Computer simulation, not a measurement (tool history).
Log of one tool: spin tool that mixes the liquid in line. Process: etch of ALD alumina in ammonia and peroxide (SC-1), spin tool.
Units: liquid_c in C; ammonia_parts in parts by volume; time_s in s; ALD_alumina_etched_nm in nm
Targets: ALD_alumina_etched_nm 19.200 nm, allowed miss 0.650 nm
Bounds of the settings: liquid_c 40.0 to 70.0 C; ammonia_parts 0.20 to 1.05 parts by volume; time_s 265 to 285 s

| run | hour | liquid_c | ammonia_parts | time_s | ALD_alumina_etched_nm |
|---|---|---|---|---|---|
| 1 | 0.0 | 56.0 | 0.55 | 265 | 15.095 |
| 2 | 6.8 | 56.0 | 0.45 | 265 | 14.491 |
| 3 | 14.1 | 56.0 | 0.45 | 265 | 14.568 |
| 4 | 16.2 | 57.5 | 0.45 | 265 | 15.615 |
| 5 | 17.9 | 59.0 | 0.45 | 265 | 17.313 |
| 6 | 25.0 | 59.0 | 0.35 | 265 | 16.684 |
| 7 | 33.3 | 60.0 | 0.35 | 265 | 17.299 |
| 8 | 38.1 | 60.5 | 0.35 | 265 | 18.203 |
| 9 | 44.2 | 61.0 | 0.35 | 265 | 18.739 |

Which of these 5 next moves meets every target?
| A | 50.3 | 59.0 | 0.40 | 280 | ? |
| B | 50.3 | 61.0 | 0.30 | 275 | ? |
| C | 50.3 | 59.5 | 0.25 | 285 | ? |
| D | 50.3 | 60.5 | 0.30 | 265 | ? |
| E | 50.3 | 61.0 | 0.25 | 270 | ? |

| move | ALD_alumina_etched_nm |
|---|---|
| A | 17.822 |
| B | 18.875 |
| C | 17.802 |
| D | 17.730 |
| E | 18.214 |
A: further off than the last run
B: meets every target
C: further off than the last run
D: further off than the last run
E: further off than the last run
Answer: B
